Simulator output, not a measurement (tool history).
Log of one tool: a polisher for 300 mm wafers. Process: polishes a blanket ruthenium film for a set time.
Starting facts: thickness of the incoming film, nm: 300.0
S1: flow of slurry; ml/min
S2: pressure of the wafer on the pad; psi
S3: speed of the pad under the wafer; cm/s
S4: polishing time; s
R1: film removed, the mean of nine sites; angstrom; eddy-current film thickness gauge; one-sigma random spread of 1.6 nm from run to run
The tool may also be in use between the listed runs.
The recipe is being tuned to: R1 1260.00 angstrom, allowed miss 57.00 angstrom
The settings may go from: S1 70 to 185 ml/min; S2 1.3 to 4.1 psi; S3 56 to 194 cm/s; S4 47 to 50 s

{"run": 1, "day": 0.0, "S1": 120, "S2": 2.7, "S3": 124, "S4": 47, "R1": 917.31}
{"run": 2, "day": 0.058, "S1": 95, "S2": 2.7, "S3": 124, "S4": 47, "R1": 875.99}
{"run": 3, "day": 0.196, "S1": 95, "S2": 2.7, "S3": 124, "S4": 47, "R1": 862.42}
{"run": 4, "day": 0.562, "S1": 100, "S2": 2.8, "S3": 124, "S4": 47, "R1": 907.43}
{"run": 5, "day": 0.675, "S1": 105, "S2": 2.9, "S3": 124, "S4": 47, "R1": 920.85}
{"run": 6, "day": 1.0, "S1": 90, "S2": 2.9, "S3": 124, "S4": 47, "R1": 914.78}
{"run": 7, "day": 1.121, "S1": 95, "S2": 3.0, "S3": 124, "S4": 47, "R1": 915.06}
{"run": 8, "day": 1.304, "S1": 100, "S2": 3.2, "S3": 126, "S4": 47, "R1": 998.08}
{"run": 9, "day": 1.488, "S1": 105, "S2": 3.3, "S3": 126, "S4": 47, "R1": 1033.2}
{"run": 10, "day": 1.833, "S1": 110, "S2": 3.4, "S3": 126, "S4": 47, "R1": 1061.5}
{"run": 11, "day": 1.954, "S1": 110, "S2": 3.5, "S3": 126, "S4": 47, "R1": 1081.9}
{"run": 12, "day": 1.992, "S1": 110, "S2": 3.5, "S3": 126, "S4": 47, "R1": 1073.3}
{"run": 13, "day": 2.317, "S1": 110, "S2": 3.6, "S3": 126, "S4": 47, "R1": 1089.7}

Which single option among these 4 for the next run brings every result within its allowed miss of target? Just one does.
{"run": "A", "day": 2.642, "S1": 115, "S2": 3.1, "S3": 116, "S4": 47, "R1": "?"}
{"run": "B", "day": 2.642, "S1": 100, "S2": 3.2, "S3": 122, "S4": 47, "R1": "?"}
{"run": "C", "day": 2.642, "S1": 105, "S2": 3.7, "S3": 114, "S4": 47, "R1": "?"}
{"run": "D", "day": 2.642, "S1": 135, "S2": 3.9, "S3": 132, "S4": 47, "R1": "?"}

move=A R1=934.03
move=B R1=962.66
move=C R1=1007.50
move=D R1=1271.90
A: moves away from the targets compared with the last run
B: moves away from the targets compared with the last run
C: moves away from the targets compared with the last run
D: every result within its allowed miss
The move that meets every target is D.

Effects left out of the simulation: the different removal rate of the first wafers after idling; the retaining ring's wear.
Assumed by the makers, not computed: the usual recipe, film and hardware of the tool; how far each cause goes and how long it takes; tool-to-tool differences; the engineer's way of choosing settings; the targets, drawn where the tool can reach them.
